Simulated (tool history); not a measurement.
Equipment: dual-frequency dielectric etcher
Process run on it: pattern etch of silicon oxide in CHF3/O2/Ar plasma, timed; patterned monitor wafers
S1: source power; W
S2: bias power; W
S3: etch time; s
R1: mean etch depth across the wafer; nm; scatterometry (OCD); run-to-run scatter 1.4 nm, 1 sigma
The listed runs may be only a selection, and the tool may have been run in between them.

Run 1, hour 0.0: S1 510 W, S2 187 W, S3 353.5 s. Result: R1 686.33 nm.
Run 2, hour 5.9: S1 470 W, S2 176 W, S3 350.0 s. Result: R1 636.25 nm.
Run 3, hour 8.7: S1 440 W, S2 174 W, S3 349.5 s. Result: R1 611.53 nm.
Run 4, hour 13.1: S1 420 W, S2 173 W, S3 349.5 s. Result: R1 598.26 nm.
Run 5, hour 16.4: S1 400 W, S2 172 W, S3 349.5 s. Result: R1 579.21 nm.
Run 6, hour 25.2: S1 470 W, S2 172 W, S3 349.5 s. Result: R1 632.51 nm.
Run 7, hour 30.7: S1 440 W, S2 170 W, S3 349.0 s. Result: R1 605.05 nm.
Run 8, hour 39.0: S1 420 W, S2 169 W, S3 349.0 s. Result: R1 588.76 nm.

For run 9, what comes out?
Run 9, hour 46.7: S1 400 W, S2 168 W, S3 349.0 s. Result: R1 ?.

For run 9 the tool returned R1 574.52 nm.
